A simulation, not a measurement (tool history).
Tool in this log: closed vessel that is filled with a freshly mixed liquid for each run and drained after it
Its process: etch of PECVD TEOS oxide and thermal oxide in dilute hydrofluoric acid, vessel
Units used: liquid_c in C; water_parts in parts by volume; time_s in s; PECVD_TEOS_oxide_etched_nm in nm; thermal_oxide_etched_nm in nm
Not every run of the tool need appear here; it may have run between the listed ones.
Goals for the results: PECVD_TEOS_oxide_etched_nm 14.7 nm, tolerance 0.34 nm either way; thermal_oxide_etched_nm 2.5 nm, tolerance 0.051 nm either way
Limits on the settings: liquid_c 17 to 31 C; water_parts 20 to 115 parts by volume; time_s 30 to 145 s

Run 1, day 0: liquid_c 23 C, water_parts 65 parts by volume, time_s 75 s. Result: PECVD_TEOS_oxide_etched_nm 25.788 nm, thermal_oxide_etched_nm 4.4533 nm.
Run 2, day 0.133: liquid_c 23 C, water_parts 55 parts by volume, time_s 75 s. Result: PECVD_TEOS_oxide_etched_nm 31.009 nm, thermal_oxide_etched_nm 5.2962 nm.
Run 3, day 0.442: liquid_c 21.5 C, water_parts 65 parts by volume, time_s 75 s. Result: PECVD_TEOS_oxide_etched_nm 24.583 nm, thermal_oxide_etched_nm 4.1321 nm.
Run 4, day 0.75: liquid_c 21 C, water_parts 70 parts by volume, time_s 75 s. Result: PECVD_TEOS_oxide_etched_nm 22.147 nm, thermal_oxide_etched_nm 3.7592 nm.
Run 5, day 0.975: liquid_c 18 C, water_parts 70 parts by volume, time_s 75 s. Result: PECVD_TEOS_oxide_etched_nm 19.577 nm, thermal_oxide_etched_nm 3.3447 nm.
Run 6, day 1.271: liquid_c 18 C, water_parts 70 parts by volume, time_s 45 s. Result: PECVD_TEOS_oxide_etched_nm 11.666 nm, thermal_oxide_etched_nm 2.01 nm.
Run 7, day 1.312: liquid_c 18 C, water_parts 70 parts by volume, time_s 45 s. Result: PECVD_TEOS_oxide_etched_nm 11.752 nm, thermal_oxide_etched_nm 1.972 nm.
Run 8, day 1.362: liquid_c 19.5 C, water_parts 70 parts by volume, time_s 45 s. Result: PECVD_TEOS_oxide_etched_nm 12.353 nm, thermal_oxide_etched_nm 2.1431 nm.
Run 9, day 1.446: liquid_c 20 C, water_parts 70 parts by volume, time_s 45 s. Result: PECVD_TEOS_oxide_etched_nm 12.744 nm, thermal_oxide_etched_nm 2.1659 nm.
Run 10, day 1.767: liquid_c 21 C, water_parts 70 parts by volume, time_s 45 s. Result: PECVD_TEOS_oxide_etched_nm 13.184 nm, thermal_oxide_etched_nm 2.2641 nm.
At day 1.883: hydrofluoric acid flow meter replaced.
Run 11, day 1.883: liquid_c 21.5 C, water_parts 70 parts by volume, time_s 45 s. Result: PECVD_TEOS_oxide_etched_nm 14.395 nm, thermal_oxide_etched_nm 2.4406 nm.

Exercise: of the 5 proposed moves below, exactly one satisfies all targets within the stated allowed misses. Which move is it?
Run A, day 2: liquid_c 30 C, water_parts 115 parts by volume, time_s 60 s. Result: PECVD_TEOS_oxide_etched_nm ?, thermal_oxide_etched_nm ?.
Run B, day 2: liquid_c 18.5 C, water_parts 65 parts by volume, time_s 50 s. Result: PECVD_TEOS_oxide_etched_nm ?, thermal_oxide_etched_nm ?.
Run C, day 2: liquid_c 24.5 C, water_parts 85 parts by volume, time_s 50 s. Result: PECVD_TEOS_oxide_etched_nm ?, thermal_oxide_etched_nm ?.
Run D, day 2: liquid_c 20 C, water_parts 60 parts by volume, time_s 40 s. Result: PECVD_TEOS_oxide_etched_nm ?, thermal_oxide_etched_nm ?.
Run E, day 2: liquid_c 23.5 C, water_parts 85 parts by volume, time_s 55 s. Result: PECVD_TEOS_oxide_etched_nm ?, thermal_oxide_etched_nm ?.

move  PECVD_TEOS_oxide_etched_nm  thermal_oxide_etched_nm
   A                      15.333                   2.6303
   B                      15.229                   2.6125
   C                       14.56                   2.4976
   D                      14.147                   2.4268
   E                      15.387                   2.6395
A: moves the result that the last run missed by most past its target, out the other side
B: moves the result that the last run missed by most past its target, out the other side
C: every result within its allowed miss
D: further off than the last run
E: moves the result that the last run missed by most past its target, out the other side
Go with C: it meets all targets.
